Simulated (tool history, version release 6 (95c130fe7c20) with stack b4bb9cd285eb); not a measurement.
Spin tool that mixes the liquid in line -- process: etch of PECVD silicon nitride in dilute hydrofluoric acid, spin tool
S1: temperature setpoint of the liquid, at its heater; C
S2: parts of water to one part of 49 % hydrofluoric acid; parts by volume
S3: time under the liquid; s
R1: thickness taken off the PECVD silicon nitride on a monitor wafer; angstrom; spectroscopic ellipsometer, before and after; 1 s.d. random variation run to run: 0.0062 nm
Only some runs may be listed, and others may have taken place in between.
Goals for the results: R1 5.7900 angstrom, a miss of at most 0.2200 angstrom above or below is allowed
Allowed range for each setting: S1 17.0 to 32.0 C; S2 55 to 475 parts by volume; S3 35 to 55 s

run  hour    S1   S2  S3      R1
  1   0.0  24.0  265  55  6.7323
  2   4.2  22.5  265  55  6.2094
  3   5.2  22.5  265  35  3.9569
  4   8.2  23.0  265  35  4.1480
  5  12.7  23.0  265  35  4.1148
  6  15.4  21.0  265  35  3.5739
  7  21.9  21.0  265  35  3.5424
  8  27.6  21.5  265  35  3.7308
  9  35.9  22.0  265  35  3.8244
 10  41.2  22.5  265  35  4.0213
 11  47.0  23.0  265  35  4.0646
 12  50.1  23.5  265  35  4.2366
 13  57.8  24.0  265  35  4.3052
 14  62.3  24.5  265  35  4.5897
 15  69.2  25.0  265  35  4.5926
 16  70.6  25.5  265  35  4.8497
 17  78.4  26.0  265  35  4.8723
 18  86.5  26.5  265  35  5.0603

Exactly one of the 4 candidate moves below puts every result within its allowed miss. Which one?
  A  94.6  28.0  330  50   ?
  B  94.6  27.5  320  45   ?
  C  94.6  24.5  270  50   ?
  D  94.6  27.0  290  35   ?

move      R1
   A  6.3937
   B  5.7664
   C  6.3473
   D  4.8104
A: carries the result that was furthest off beyond its target, to the other side
B: meets every target
C: carries the result that was furthest off beyond its target, to the other side
D: misses by more than the last run did
So the answer is move B, the one that meets all the targets.
